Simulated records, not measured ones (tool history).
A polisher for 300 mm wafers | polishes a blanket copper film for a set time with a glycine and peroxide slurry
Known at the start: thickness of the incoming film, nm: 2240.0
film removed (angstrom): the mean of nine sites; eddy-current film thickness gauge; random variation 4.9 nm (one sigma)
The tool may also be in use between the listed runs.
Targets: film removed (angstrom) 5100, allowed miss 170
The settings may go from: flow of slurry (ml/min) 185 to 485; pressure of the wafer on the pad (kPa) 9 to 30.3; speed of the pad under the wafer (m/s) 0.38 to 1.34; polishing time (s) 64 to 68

run,day,flow of slurry (ml/min),pressure of the wafer on the pad (kPa),speed of the pad under the wafer (m/s),polishing time (s),film removed (angstrom)
1,0,310,19.3,0.86,64,3439.9
2,0.275,310,19.3,0.68,64,2918.3
3,0.446,350,19.3,0.68,64,2974
4,0.571,350,20.7,0.68,64,3120.6
5,0.854,350,21.4,0.7,64,3236.1
6,1.046,350,22.1,0.72,64,3469.6
7,1.208,350,22.8,0.72,64,3446.2
8,1.271,350,23.4,0.74,64,3619
9,1.5,350,24.1,0.76,64,3690.7
10,1.679,350,24.8,0.78,64,3892

4 next moves are on the table. One of them brings every result within its allowed miss. Which?
A,1.858,445,26.9,1.04,64,?
B,1.858,400,22.8,1.02,68,?
C,1.858,255,30.3,0.78,65,?
D,1.858,375,26.2,0.86,68,?

move,film removed (angstrom)
A,5055.5
B,4617.3
C,4553.3
D,4600.6
A: meets every target
B: nearer than the last run, and not there yet
C: nearer than the last run, and not there yet
D: nearer than the last run, and not there yet
The right move is A.
